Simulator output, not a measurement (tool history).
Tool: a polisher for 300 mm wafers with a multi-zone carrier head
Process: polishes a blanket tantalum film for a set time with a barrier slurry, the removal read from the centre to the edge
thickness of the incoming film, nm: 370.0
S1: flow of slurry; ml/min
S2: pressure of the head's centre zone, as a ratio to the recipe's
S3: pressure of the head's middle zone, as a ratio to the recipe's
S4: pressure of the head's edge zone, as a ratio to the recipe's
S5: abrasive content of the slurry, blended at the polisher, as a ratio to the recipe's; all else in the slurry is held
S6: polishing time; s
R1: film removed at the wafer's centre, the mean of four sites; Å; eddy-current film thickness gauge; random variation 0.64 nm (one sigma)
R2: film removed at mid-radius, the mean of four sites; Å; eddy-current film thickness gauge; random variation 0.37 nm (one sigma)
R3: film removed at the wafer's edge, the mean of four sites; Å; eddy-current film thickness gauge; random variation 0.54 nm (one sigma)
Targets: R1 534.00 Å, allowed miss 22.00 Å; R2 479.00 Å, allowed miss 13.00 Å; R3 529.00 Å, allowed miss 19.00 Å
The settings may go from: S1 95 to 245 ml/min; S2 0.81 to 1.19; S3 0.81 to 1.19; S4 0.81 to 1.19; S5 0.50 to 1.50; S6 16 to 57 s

run    day   S1    S2    S3    S4    S5  S6      R1      R2      R3
  1  0.000  155  1.00  1.00  1.00  1.00  36  862.71  874.29  898.59
  2  0.367  155  1.00  1.00  0.95  1.00  36  871.62  882.11  881.22
  3  0.558  150  1.00  0.98  0.94  0.95  35  821.96  835.46  832.20
  4  0.867  150  0.93  0.98  0.94  0.95  35  757.13  823.39  842.23
  5  0.933  145  0.94  0.96  0.94  0.90  34  720.00  780.76  808.53
  6  1.188  145  0.94  0.96  0.94  0.80  34  715.86  755.42  768.55
  7  1.321  145  0.94  0.96  0.94  0.80  34  719.24  758.73  772.30
  8  1.671  145  0.95  0.94  0.94  0.75  33  694.17  710.28  736.28
  9  1.871  145  0.95  0.93  0.94  0.70  32  661.12  672.52  707.23
 10  2.167  145  0.96  0.92  0.93  0.70  31  629.21  647.26  691.01
 11  2.225  140  0.98  0.91  0.92  0.70  30  629.33  613.31  652.01
 12  2.450  135  0.98  0.90  0.91  0.70  30  630.90  605.33  644.18
 13  2.808  130  0.98  0.89  0.90  0.70  30  619.71  588.13  635.24
 14  2.979  125  0.98  0.88  0.89  0.70  30  619.11  577.89  621.10
 15  3.088  100  0.95  0.81  0.84  0.50  28  481.73  444.21  515.48
 16  3.317  105  0.95  0.81  0.84  0.50  28  483.02  448.44  510.61
 17  3.662  150  1.01  0.83  0.87  0.55  28  570.57  501.37  564.13

Which of these 4 next moves meets every target?
  A  4.008  165  1.03  0.89  0.96  0.55  25   ?   ?   ?
  B  4.008  220  0.86  0.85  0.94  0.60  26   ?   ?   ?
  C  4.008  140  0.95  0.86  0.89  0.50  27   ?   ?   ?
  D  4.008  190  0.84  0.86  0.95  0.50  28   ?   ?   ?

move      R1      R2      R3
   A  532.03  478.75  517.44
   B  495.46  511.20  562.23
   C  501.26  476.78  515.38
   D  484.19  517.36  569.00
A: meets every target
B: further off than the last run
C: brings the result that was furthest off to its target, and leaves another outside
D: further off than the last run
Move A is the one to make.
